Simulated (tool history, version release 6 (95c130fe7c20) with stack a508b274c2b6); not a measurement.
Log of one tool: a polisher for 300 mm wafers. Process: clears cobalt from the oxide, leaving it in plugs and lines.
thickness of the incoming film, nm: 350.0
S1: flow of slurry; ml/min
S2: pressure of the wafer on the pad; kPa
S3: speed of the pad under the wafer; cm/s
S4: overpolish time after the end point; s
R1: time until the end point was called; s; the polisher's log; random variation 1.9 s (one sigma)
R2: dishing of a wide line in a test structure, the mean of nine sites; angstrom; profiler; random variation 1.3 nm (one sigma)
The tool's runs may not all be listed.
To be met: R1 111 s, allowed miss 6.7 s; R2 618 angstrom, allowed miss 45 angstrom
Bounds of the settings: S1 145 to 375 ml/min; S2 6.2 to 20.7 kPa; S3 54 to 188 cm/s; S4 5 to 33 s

| run | hour | S1 | S2 | S3 | S4 | R1 | R2 |
|---|---|---|---|---|---|---|---|
| 1 | 0 | 240 | 13.1 | 120 | 17 | 52.78 | 695.45 |
| 2 | 1 | 240 | 13.1 | 120 | 11 | 52.739 | 526.25 |
| 3 | 2.6 | 200 | 13.1 | 120 | 11 | 54.134 | 514.91 |
| 4 | 9.2 | 255 | 13.1 | 120 | 11 | 53.643 | 510.75 |
| 5 | 17.2 | 255 | 13.1 | 120 | 14 | 52.59 | 639.99 |
| 6 | 18.7 | 255 | 13.1 | 146 | 14 | 44.926 | 673.01 |
| 7 | 24.5 | 255 | 11 | 126 | 17 | 61.527 | 632.65 |
| 8 | 28.4 | 255 | 9.7 | 118 | 20 | 70.845 | 623.81 |
| 9 | 30.5 | 245 | 6.2 | 84 | 28 | 140.62 | 496.28 |
| 10 | 36.1 | 245 | 6.9 | 84 | 29 | 130.91 | 543.91 |
| 11 | 38.2 | 245 | 7.6 | 84 | 29 | 121.3 | 565.79 |

Which of these 4 next moves meets every target?
| A | 40.3 | 150 | 9 | 84 | 30 | ? | ? |
| B | 40.3 | 250 | 6.2 | 88 | 30 | ? | ? |
| C | 40.3 | 240 | 9 | 88 | 21 | ? | ? |
| D | 40.3 | 280 | 10.3 | 70 | 22 | ? | ? |

| move | R1 | R2 |
|---|---|---|
| A | 111.7 | 589.55 |
| B | 142.87 | 507.07 |
| C | 101.24 | 501.17 |
| D | 104.67 | 505.8 |
A: meets every target
B: further off than the last run
C: takes the result that was furthest off past its target
D: brings the result that was furthest off to its target, and leaves another outside
Move A is the one to make.
